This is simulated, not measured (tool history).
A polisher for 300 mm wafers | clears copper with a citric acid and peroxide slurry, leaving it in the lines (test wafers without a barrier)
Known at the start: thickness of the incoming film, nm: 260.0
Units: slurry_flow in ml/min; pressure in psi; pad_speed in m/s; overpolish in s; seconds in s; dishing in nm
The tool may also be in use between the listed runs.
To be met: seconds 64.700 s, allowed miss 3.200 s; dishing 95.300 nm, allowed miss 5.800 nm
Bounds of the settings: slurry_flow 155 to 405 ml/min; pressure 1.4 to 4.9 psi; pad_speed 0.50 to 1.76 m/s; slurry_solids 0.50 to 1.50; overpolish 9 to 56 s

{"run": 1, "hour": 0.0, "slurry_flow": 260, "pressure": 3.1, "pad_speed": 1.12, "slurry_solids": 1.0, "overpolish": 29, "seconds": 109.21, "dishing": 46.729}
{"run": 2, "hour": 6.0, "slurry_flow": 260, "pressure": 3.4, "pad_speed": 1.12, "slurry_solids": 1.0, "overpolish": 31, "seconds": 103.81, "dishing": 53.236}
{"run": 3, "hour": 11.2, "slurry_flow": 260, "pressure": 3.7, "pad_speed": 1.14, "slurry_solids": 1.0, "overpolish": 32, "seconds": 93.259, "dishing": 59.303}
{"run": 4, "hour": 13.1, "slurry_flow": 260, "pressure": 3.9, "pad_speed": 1.16, "slurry_solids": 1.0, "overpolish": 33, "seconds": 88.52, "dishing": 63.597}
{"run": 5, "hour": 18.0, "slurry_flow": 260, "pressure": 3.5, "pad_speed": 1.16, "slurry_solids": 1.0, "overpolish": 33, "seconds": 94.769, "dishing": 59.115}
{"run": 6, "hour": 22.2, "slurry_flow": 260, "pressure": 3.7, "pad_speed": 1.18, "slurry_solids": 1.0, "overpolish": 34, "seconds": 89.991, "dishing": 66.043}
{"run": 7, "hour": 29.3, "slurry_flow": 260, "pressure": 3.9, "pad_speed": 1.2, "slurry_solids": 1.0, "overpolish": 34, "seconds": 83.82, "dishing": 66.901}
{"run": 8, "hour": 37.7, "slurry_flow": 265, "pressure": 4.8, "pad_speed": 1.24, "slurry_solids": 1.0, "overpolish": 42, "seconds": 69.282, "dishing": 94.152}

Which of these 4 next moves meets every target?
{"run": "A", "hour": 46.1, "slurry_flow": 260, "pressure": 4.2, "pad_speed": 1.42, "slurry_solids": 1.2, "overpolish": 42, "seconds": "?", "dishing": "?"}
{"run": "B", "hour": 46.1, "slurry_flow": 275, "pressure": 4.6, "pad_speed": 1.04, "slurry_solids": 1.3, "overpolish": 47, "seconds": "?", "dishing": "?"}
{"run": "C", "hour": 46.1, "slurry_flow": 390, "pressure": 3.8, "pad_speed": 1.34, "slurry_solids": 0.95, "overpolish": 45, "seconds": "?", "dishing": "?"}
{"run": "D", "hour": 46.1, "slurry_flow": 265, "pressure": 4.7, "pad_speed": 1.28, "slurry_solids": 0.9, "overpolish": 41, "seconds": "?", "dishing": "?"}

move=A seconds=65.900 dishing=95.031
move=B seconds=77.844 dishing=92.191
move=C seconds=77.479 dishing=88.163
move=D seconds=70.454 dishing=89.819
A: meets every target
B: further off than the last run
C: further off than the last run
D: further off than the last run
Answer: A
